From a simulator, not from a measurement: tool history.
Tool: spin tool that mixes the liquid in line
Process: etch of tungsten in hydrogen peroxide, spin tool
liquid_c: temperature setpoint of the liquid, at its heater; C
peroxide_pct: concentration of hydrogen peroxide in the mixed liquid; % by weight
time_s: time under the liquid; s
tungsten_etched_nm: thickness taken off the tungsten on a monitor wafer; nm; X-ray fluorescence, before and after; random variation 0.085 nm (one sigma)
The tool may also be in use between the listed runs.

{"run": 1, "hour": 0.0, "liquid_c": 42, "peroxide_pct": 21, "time_s": 50, "tungsten_etched_nm": 24.275}
{"run": 2, "hour": 4.8, "liquid_c": 39, "peroxide_pct": 19.5, "time_s": 50, "tungsten_etched_nm": 18.962}
{"run": 3, "hour": 7.9, "liquid_c": 39, "peroxide_pct": 19.5, "time_s": 50, "tungsten_etched_nm": 19.276}
{"run": 4, "hour": 12.3, "liquid_c": 39, "peroxide_pct": 21, "time_s": 50, "tungsten_etched_nm": 19.689}
{"run": 5, "hour": 20.0, "liquid_c": 37, "peroxide_pct": 20, "time_s": 50, "tungsten_etched_nm": 16.935}
{"run": 6, "hour": 28.7, "liquid_c": 35.5, "peroxide_pct": 19, "time_s": 50, "tungsten_etched_nm": 14.909}

Forecast run 7:
{"run": 7, "hour": 33.4, "liquid_c": 34.5, "peroxide_pct": 18.5, "time_s": 50, "tungsten_etched_nm": "?"}

tungsten_etched_nm: 13.822 nm

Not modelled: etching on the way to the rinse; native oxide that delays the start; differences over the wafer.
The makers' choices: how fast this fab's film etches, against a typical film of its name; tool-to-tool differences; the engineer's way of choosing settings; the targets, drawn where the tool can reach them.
